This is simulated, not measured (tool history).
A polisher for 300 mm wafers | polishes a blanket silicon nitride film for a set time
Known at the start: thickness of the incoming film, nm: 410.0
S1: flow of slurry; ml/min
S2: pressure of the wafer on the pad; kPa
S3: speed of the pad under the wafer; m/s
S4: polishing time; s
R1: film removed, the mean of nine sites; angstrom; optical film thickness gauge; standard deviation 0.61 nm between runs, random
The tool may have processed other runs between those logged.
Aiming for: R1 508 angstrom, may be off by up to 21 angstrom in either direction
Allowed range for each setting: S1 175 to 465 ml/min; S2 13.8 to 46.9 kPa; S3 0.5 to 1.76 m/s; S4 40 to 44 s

run 1 hour=0 | S1=295 S2=30.3 S3=1.12 S4=44 | R1=885.73
run 2 hour=3.1 | S1=295 S2=30.3 S3=1.12 S4=44 | R1=883.94
run 3 hour=8.5 | S1=295 S2=26.9 S3=1.12 S4=44 | R1=797.56
run 4 hour=9.8 | S1=295 S2=26.9 S3=1.12 S4=40 | R1=709.16
run 5 hour=18.2 | S1=295 S2=26.9 S3=1.12 S4=40 | R1=710.53
run 6 hour=20.3 | S1=295 S2=26.9 S3=1.12 S4=44 | R1=794.02
run 7 hour=23.4 | S1=295 S2=25.5 S3=1.12 S4=44 | R1=755.73
run 8 hour=29.1 | S1=295 S2=25.5 S3=1.12 S4=44 | R1=756.76
run 9 hour=29.8 | S1=295 S2=25.5 S3=1.12 S4=44 | R1=746.23
run 10 hour=33.4 | S1=295 S2=24.1 S3=1.12 S4=44 | R1=710.61
run 11 hour=37.7 | S1=295 S2=23.4 S3=1.12 S4=44 | R1=699.92
run 12 hour=44.8 | S1=295 S2=22.8 S3=1.12 S4=44 | R1=669.01
run 13 hour=49.8 | S1=295 S2=22.1 S3=1.12 S4=44 | R1=657.3
run 14 hour=58.5 | S1=295 S2=21.4 S3=1.12 S4=44 | R1=645.37
run 15 hour=63.3 | S1=295 S2=13.8 S3=1.1 S4=44 | R1=449.73
run 16 hour=72.1 | S1=295 S2=15.2 S3=1.1 S4=44 | R1=466.87
run 17 hour=78.2 | S1=295 S2=17.9 S3=1.1 S4=44 | R1=553.86

Of the 5 settings listed for the next run, only one would bring every result within its allowed miss of target. Which one?
run A hour=84.3 | S1=255 S2=23.4 S3=0.76 S4=44 | R1=?
run B hour=84.3 | S1=260 S2=21.4 S3=1.06 S4=44 | R1=?
run C hour=84.3 | S1=265 S2=23.4 S3=1.1 S4=40 | R1=?
run D hour=84.3 | S1=320 S2=21.4 S3=1.16 S4=44 | R1=?
run E hour=84.3 | S1=315 S2=20 S3=1.14 S4=44 | R1=?

move=A R1=501.11
move=B R1=605.33
move=C R1=615.07
move=D R1=664.55
move=E R1=618.34
A: all results land within tolerance of their targets
B: moves away from the targets compared with the last run
C: moves away from the targets compared with the last run
D: moves away from the targets compared with the last run
E: moves away from the targets compared with the last run
A is the move that brings every result within its allowed miss.

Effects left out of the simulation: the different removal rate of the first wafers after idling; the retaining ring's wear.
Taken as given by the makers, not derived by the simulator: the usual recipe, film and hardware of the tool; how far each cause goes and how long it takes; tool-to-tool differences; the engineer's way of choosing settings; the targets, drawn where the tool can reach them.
